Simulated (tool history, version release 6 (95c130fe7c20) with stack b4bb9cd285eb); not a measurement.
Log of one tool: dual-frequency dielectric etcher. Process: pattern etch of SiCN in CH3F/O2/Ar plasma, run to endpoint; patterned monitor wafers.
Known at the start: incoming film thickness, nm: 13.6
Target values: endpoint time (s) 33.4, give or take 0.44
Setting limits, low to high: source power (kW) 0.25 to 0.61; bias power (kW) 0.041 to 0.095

run,day,source power (kW),bias power (kW),endpoint time (s)
1,0,0.43,0.068,36.111
2,0.162,0.46,0.068,35.128
3,0.271,0.46,0.063,36.367
4,0.321,0.46,0.052,39.092
5,0.575,0.51,0.054,37.011
6,0.846,0.54,0.055,36.015
7,1.046,0.56,0.056,35.303
8,1.221,0.58,0.057,34.805

4 candidate next runs follow, results not yet known. Just one meets every target within its allowed miss. Identify it.
A,1.396,0.5,0.059,?
B,1.396,0.59,0.047,?
C,1.396,0.61,0.055,?
D,1.396,0.58,0.063,?

move,endpoint time (s)
A,36.081
B,36.857
C,34.444
D,33.395
A: misses by more than the last run did
B: misses by more than the last run did
C: an improvement on the last run, though not all results are within tolerance
D: each result inside its tolerance
Correct choice: D, which meets every target

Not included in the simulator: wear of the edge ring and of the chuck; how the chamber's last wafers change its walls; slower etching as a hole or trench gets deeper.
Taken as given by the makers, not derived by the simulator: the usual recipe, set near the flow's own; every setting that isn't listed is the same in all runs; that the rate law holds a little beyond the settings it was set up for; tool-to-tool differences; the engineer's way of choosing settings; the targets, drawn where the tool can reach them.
